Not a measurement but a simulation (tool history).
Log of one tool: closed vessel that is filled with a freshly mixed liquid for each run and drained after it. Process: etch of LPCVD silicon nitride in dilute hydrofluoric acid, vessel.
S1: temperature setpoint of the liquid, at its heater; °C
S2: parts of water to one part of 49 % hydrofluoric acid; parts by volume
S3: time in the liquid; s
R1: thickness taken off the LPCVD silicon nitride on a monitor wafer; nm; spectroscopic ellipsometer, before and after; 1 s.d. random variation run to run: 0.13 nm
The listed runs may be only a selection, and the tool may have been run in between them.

run  hour    S1   S2    S3      R1
  1   0.0  22.0  280  2600  3.1361
  2   6.9  22.0  340  2600  2.6369
  3  12.0  18.5  340  2600  2.1738
  4  20.6  17.0  340  2600  1.9079
  5  25.2  19.0  290  2610  2.5014
  6  31.0  19.0  290  2600  2.5588
  7  33.3  21.0  245  2610  3.4650
  8  40.0  22.5  215  2615  4.2630
  9  42.9  24.0  195  2620  5.0740
 10  47.3  25.0  180  2625  5.8781
 11  56.9  26.0  170  2625  6.7763
 12  59.3  26.5  165  2625  7.1629

Run 13 is up next; what results do you expect?
 13  67.9  30.0  120  2635   ?

{"run 13": {"R1": 12.294}}

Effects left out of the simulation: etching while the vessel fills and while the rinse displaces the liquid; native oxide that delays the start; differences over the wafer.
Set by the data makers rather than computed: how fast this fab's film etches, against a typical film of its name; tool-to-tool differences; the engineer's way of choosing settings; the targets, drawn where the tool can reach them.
